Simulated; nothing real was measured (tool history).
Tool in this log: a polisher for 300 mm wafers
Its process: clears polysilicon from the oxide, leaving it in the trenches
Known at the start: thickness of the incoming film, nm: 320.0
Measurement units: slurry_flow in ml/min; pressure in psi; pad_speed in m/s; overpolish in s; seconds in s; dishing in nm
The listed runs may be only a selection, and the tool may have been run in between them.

run 1 hour=0.0 | slurry_flow=280 pressure=1.9 pad_speed=1.16 overpolish=16 | seconds=29.413 dishing=42.636
run 2 hour=4.0 | slurry_flow=325 pressure=1.9 pad_speed=1.16 overpolish=16 | seconds=29.354 dishing=43.298
run 3 hour=5.5 | slurry_flow=325 pressure=1.9 pad_speed=1.16 overpolish=14 | seconds=29.644 dishing=41.394
run 4 hour=12.7 | slurry_flow=325 pressure=1.6 pad_speed=1.16 overpolish=14 | seconds=34.033 dishing=40.813
run 5 hour=20.5 | slurry_flow=325 pressure=1.6 pad_speed=1.16 overpolish=16 | seconds=33.800 dishing=40.337
run 6 hour=23.2 | slurry_flow=325 pressure=1.1 pad_speed=1.16 overpolish=16 | seconds=45.797 dishing=38.818
run 7 hour=28.6 | slurry_flow=325 pressure=1.2 pad_speed=1.16 overpolish=18 | seconds=42.868 dishing=40.489

For run 8, what comes out?
run 8 hour=37.3 | slurry_flow=325 pressure=1.3 pad_speed=1.16 overpolish=18 | seconds=? dishing=?

{"run 8": {"seconds": 40.618, "dishing": 39.965}}

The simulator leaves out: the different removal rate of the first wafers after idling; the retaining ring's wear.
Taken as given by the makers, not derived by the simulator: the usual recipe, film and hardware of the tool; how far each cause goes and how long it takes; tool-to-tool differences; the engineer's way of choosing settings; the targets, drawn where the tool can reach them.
